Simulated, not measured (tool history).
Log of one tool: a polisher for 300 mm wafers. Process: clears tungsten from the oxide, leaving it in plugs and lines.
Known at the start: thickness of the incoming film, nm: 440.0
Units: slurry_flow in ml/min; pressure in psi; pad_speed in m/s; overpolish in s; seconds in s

{"run": 1, "hour": 0.0, "slurry_flow": 320, "pressure": 3.1, "pad_speed": 1.2, "slurry_solids": 1, "overpolish": 14, "seconds": 76.959}
{"run": 2, "hour": 6.5, "slurry_flow": 320, "pressure": 3.6, "pad_speed": 1.24, "slurry_solids": 1, "overpolish": 14, "seconds": 65.209}
{"run": 3, "hour": 9.9, "slurry_flow": 320, "pressure": 3.6, "pad_speed": 1.24, "slurry_solids": 1, "overpolish": 11, "seconds": 65.491}
{"run": 4, "hour": 18.6, "slurry_flow": 320, "pressure": 4, "pad_speed": 1.3, "slurry_solids": 1, "overpolish": 11, "seconds": 54.929}
{"run": 5, "hour": 25.7, "slurry_flow": 320, "pressure": 4.3, "pad_speed": 1.32, "slurry_solids": 1, "overpolish": 11, "seconds": 50.084}
{"run": 6, "hour": 32.5, "slurry_flow": 320, "pressure": 4.5, "pad_speed": 1.34, "slurry_solids": 1, "overpolish": 11, "seconds": 48.443}
{"run": 7, "hour": 35.3, "slurry_flow": 320, "pressure": 4.6, "pad_speed": 1.38, "slurry_solids": 1, "overpolish": 11, "seconds": 46.052}
{"run": 8, "hour": 44.1, "slurry_flow": 320, "pressure": 4.6, "pad_speed": 1.38, "slurry_solids": 1, "overpolish": 11, "seconds": 46.608}

Forecast run 9:
{"run": 9, "hour": 50.7, "slurry_flow": 320, "pressure": 4.7, "pad_speed": 1.42, "slurry_solids": 1, "overpolish": 11, "seconds": "?"}

{"run 9": {"seconds": 43.424}}
